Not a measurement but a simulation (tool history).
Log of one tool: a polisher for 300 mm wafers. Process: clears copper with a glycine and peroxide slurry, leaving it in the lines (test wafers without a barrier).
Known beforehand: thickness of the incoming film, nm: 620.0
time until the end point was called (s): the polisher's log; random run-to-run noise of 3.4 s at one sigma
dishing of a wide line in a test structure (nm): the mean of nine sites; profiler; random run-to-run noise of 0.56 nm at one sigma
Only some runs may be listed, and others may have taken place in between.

| run | day | flow of slurry (ml/min) | pressure of the wafer on the pad (kPa) | speed of the pad under the wafer (m/s) | overpolish time after the end point (s) | time until the end point was called (s) | dishing of a wide line in a test structure (nm) |
|---|---|---|---|---|---|---|---|
| 1 | 0.000 | 250 | 17.2 | 0.78 | 19 | 173.83 | 36.816 |
| 2 | 0.262 | 250 | 15.2 | 0.78 | 19 | 193.56 | 34.968 |
| 3 | 0.421 | 250 | 15.2 | 0.92 | 19 | 170.08 | 38.682 |
| 4 | 0.575 | 310 | 15.2 | 0.92 | 19 | 163.69 | 38.583 |
| 5 | 0.921 | 310 | 15.2 | 0.92 | 26 | 163.62 | 50.007 |
| 6 | 1.062 | 255 | 15.2 | 0.92 | 26 | 171.25 | 45.984 |

Forecast run 7:
| 7 | 1.400 | 240 | 13.1 | 0.86 | 25 | ? | ? |

For run 7 the tool returned time until the end point was called (s) 196.26, dishing of a wide line in a test structure (nm) 41.720.
